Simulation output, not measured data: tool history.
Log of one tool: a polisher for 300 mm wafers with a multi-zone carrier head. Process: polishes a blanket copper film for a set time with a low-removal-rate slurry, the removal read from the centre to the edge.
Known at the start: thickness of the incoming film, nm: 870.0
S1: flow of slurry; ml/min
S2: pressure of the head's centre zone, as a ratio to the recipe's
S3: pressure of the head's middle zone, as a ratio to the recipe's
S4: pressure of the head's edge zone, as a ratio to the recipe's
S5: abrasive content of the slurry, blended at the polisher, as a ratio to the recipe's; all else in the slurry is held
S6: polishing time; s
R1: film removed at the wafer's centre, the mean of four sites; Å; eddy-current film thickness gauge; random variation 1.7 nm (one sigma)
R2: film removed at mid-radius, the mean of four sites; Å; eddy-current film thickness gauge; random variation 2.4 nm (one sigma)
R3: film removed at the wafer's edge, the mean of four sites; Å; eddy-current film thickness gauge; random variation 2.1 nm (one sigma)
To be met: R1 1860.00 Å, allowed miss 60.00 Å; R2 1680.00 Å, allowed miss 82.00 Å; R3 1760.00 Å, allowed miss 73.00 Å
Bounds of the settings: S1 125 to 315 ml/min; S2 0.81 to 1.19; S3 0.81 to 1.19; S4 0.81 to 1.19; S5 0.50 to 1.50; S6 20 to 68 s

Run 1, hour 0.0: S1 205 ml/min, S2 1.00, S3 1.00, S4 1.00, S5 1.00, S6 44 s. Result: R1 1084.00 Å, R2 1111.40 Å, R3 1068.30 Å.
Run 2, hour 1.3: S1 210 ml/min, S2 1.01, S3 1.00, S4 1.02, S5 1.05, S6 46 s. Result: R1 1158.00 Å, R2 1197.10 Å, R3 1173.80 Å.
Run 3, hour 10.4: S1 215 ml/min, S2 1.03, S3 1.00, S4 1.03, S5 1.10, S6 47 s. Result: R1 1234.00 Å, R2 1220.10 Å, R3 1215.90 Å.
Run 4, hour 13.9: S1 215 ml/min, S2 1.03, S3 1.00, S4 1.03, S5 1.10, S6 39 s. Result: R1 1013.30 Å, R2 1001.90 Å, R3 978.45 Å.
Run 5, hour 18.1: S1 215 ml/min, S2 1.03, S3 1.00, S4 1.03, S5 1.10, S6 29 s. Result: R1 749.23 Å, R2 759.55 Å, R3 742.86 Å.
Run 6, hour 20.5: S1 175 ml/min, S2 1.03, S3 1.00, S4 1.03, S5 1.10, S6 29 s. Result: R1 724.49 Å, R2 740.97 Å, R3 719.20 Å.
Run 7, hour 21.4: S1 185 ml/min, S2 1.04, S3 1.00, S4 1.05, S5 1.15, S6 32 s. Result: R1 827.24 Å, R2 805.57 Å, R3 813.32 Å.
Run 8, hour 26.4: S1 195 ml/min, S2 1.05, S3 1.02, S4 1.06, S5 1.20, S6 35 s. Result: R1 928.56 Å, R2 916.09 Å, R3 901.27 Å.
Run 9, hour 32.7: S1 200 ml/min, S2 1.06, S3 1.02, S4 1.07, S5 1.25, S6 37 s. Result: R1 1011.90 Å, R2 1001.20 Å, R3 982.60 Å.
Run 10, hour 39.1: S1 205 ml/min, S2 1.07, S3 1.02, S4 1.08, S5 1.30, S6 39 s. Result: R1 1085.30 Å, R2 1071.40 Å, R3 1042.10 Å.
Run 11, hour 40.7: S1 210 ml/min, S2 1.08, S3 1.01, S4 1.09, S5 1.30, S6 41 s. Result: R1 1133.60 Å, R2 1103.20 Å, R3 1117.40 Å.
Run 12, hour 47.5: S1 215 ml/min, S2 1.09, S3 1.01, S4 1.10, S5 1.30, S6 43 s. Result: R1 1213.70 Å, R2 1152.60 Å, R3 1190.00 Å.
Run 13, hour 48.7: S1 220 ml/min, S2 1.10, S3 1.02, S4 1.11, S5 1.30, S6 44 s. Result: R1 1259.00 Å, R2 1227.00 Å, R3 1211.80 Å.

4 next moves are on the table. One of them brings every result within its allowed miss. Which?
Run A, hour 49.9: S1 220 ml/min, S2 1.02, S3 0.99, S4 1.13, S5 1.30, S6 63 s. Result: R1 ?, R2 ?, R3 ?.
Run B, hour 49.9: S1 215 ml/min, S2 1.06, S3 0.91, S4 1.18, S5 1.45, S6 66 s. Result: R1 ?, R2 ?, R3 ?.
Run C, hour 49.9: S1 255 ml/min, S2 1.05, S3 1.01, S4 1.16, S5 1.30, S6 66 s. Result: R1 ?, R2 ?, R3 ?.
Run D, hour 49.9: S1 210 ml/min, S2 1.13, S3 0.97, S4 1.09, S5 1.25, S6 65 s. Result: R1 ?, R2 ?, R3 ?.

move       R1       R2       R3
   A  1671.60  1691.30  1726.50
   B  1840.30  1681.80  1887.90
   C  1830.00  1834.30  1857.70
   D  1851.10  1691.10  1728.10
A: nearer than the last run, and not there yet
B: brings the result that was furthest off to its target, and leaves another outside
C: brings the result that was furthest off to its target, and leaves another outside
D: meets every target
Answer: D
